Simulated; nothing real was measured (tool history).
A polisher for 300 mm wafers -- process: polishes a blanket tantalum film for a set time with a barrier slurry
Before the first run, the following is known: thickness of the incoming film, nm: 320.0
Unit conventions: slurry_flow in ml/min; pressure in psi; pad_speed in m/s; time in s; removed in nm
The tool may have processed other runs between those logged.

| run | hour | slurry_flow | pressure | pad_speed | slurry_solids | time | removed |
|---|---|---|---|---|---|---|---|
| 1 | 0.0 | 270 | 2.3 | 0.86 | 1.0 | 38 | 56.680 |
| 2 | 4.8 | 270 | 2.3 | 1.02 | 1.0 | 38 | 66.267 |
| 3 | 12.3 | 270 | 1.7 | 1.02 | 1.0 | 38 | 50.619 |
| 4 | 14.0 | 270 | 2.0 | 1.02 | 1.0 | 38 | 58.455 |
| 5 | 16.1 | 310 | 2.0 | 1.02 | 1.0 | 38 | 59.717 |
| 6 | 20.0 | 310 | 2.0 | 1.02 | 1.0 | 34 | 53.539 |
| 7 | 23.5 | 310 | 2.3 | 1.02 | 1.0 | 34 | 59.399 |
| 8 | 29.5 | 310 | 2.5 | 1.02 | 1.0 | 34 | 65.309 |
| 9 | 32.9 | 310 | 2.7 | 1.02 | 1.0 | 34 | 69.205 |

What does the tool deliver on the next run?
| 10 | 39.5 | 310 | 2.8 | 1.02 | 1.0 | 34 | ? |

removed: 71.147 nm
